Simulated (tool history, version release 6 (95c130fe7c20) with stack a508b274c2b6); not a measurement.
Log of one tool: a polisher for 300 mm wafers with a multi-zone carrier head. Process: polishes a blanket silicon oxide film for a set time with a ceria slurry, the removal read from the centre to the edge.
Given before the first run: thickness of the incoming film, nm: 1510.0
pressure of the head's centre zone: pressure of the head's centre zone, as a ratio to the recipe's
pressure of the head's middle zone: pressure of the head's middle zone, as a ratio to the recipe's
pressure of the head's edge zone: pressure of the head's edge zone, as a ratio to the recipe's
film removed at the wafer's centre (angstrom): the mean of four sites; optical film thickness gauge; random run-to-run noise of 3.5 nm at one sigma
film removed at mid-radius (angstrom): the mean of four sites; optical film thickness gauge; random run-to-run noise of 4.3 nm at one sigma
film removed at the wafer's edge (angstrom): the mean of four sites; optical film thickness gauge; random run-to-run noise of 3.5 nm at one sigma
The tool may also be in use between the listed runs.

| run | hour | flow of slurry (ml/min) | pressure of the head's centre zone | pressure of the head's middle zone | pressure of the head's edge zone | polishing time (s) | film removed at the wafer's centre (angstrom) | film removed at mid-radius (angstrom) | film removed at the wafer's edge (angstrom) |
|---|---|---|---|---|---|---|---|---|---|
| 1 | 0 | 255 | 1 | 1 | 1 | 68 | 2723.7 | 2535.1 | 2677.3 |
| 2 | 2.4 | 275 | 1.03 | 1.05 | 1 | 73 | 3048.4 | 2888.6 | 2876.4 |
| 3 | 8.5 | 275 | 1.03 | 1.05 | 1 | 63 | 2599.9 | 2505.8 | 2456.6 |
| 4 | 9.5 | 275 | 1.03 | 0.99 | 1 | 63 | 2618.2 | 2359.6 | 2444.4 |
| 5 | 16.4 | 325 | 1.03 | 0.99 | 1 | 63 | 2659.2 | 2368.9 | 2486.1 |
| 6 | 19.3 | 325 | 1.05 | 1.04 | 1 | 70 | 2997.5 | 2792.1 | 2752.3 |
| 7 | 21.4 | 325 | 1.07 | 1.08 | 1.02 | 74 | 3243.2 | 3016.9 | 2941.2 |

Run 8 is up next; what results do you expect?
| 8 | 24.8 | 325 | 1.08 | 1.11 | 1.01 | 78 | ? | ? | ? |

{"run 8": {"film removed at the wafer's centre (angstrom)": 3472.6, "film removed at mid-radius (angstrom)": 3229.7, "film removed at the wafer's edge (angstrom)": 3050.3}}
